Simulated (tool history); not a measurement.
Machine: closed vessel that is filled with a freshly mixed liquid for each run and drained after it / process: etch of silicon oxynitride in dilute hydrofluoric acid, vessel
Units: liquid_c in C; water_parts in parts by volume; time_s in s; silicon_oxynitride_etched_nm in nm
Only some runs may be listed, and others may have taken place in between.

run  hour  liquid_c  water_parts  time_s  silicon_oxynitride_etched_nm
  1     0        25          185    3105                        40.687
  2   3.2        24          185    3105                        38.567
  3   7.7      23.5          185    3105                        37.095
  4  10.4        27          185    3105                        43.961
  5  18.1      25.5          185    3105                        41.192
  6  24.4      24.5          185    3105                        38.628

The next listed run, before its measurement:
  7  28.3        24          185    3105                             ?

silicon_oxynitride_etched_nm: 38.416 nm

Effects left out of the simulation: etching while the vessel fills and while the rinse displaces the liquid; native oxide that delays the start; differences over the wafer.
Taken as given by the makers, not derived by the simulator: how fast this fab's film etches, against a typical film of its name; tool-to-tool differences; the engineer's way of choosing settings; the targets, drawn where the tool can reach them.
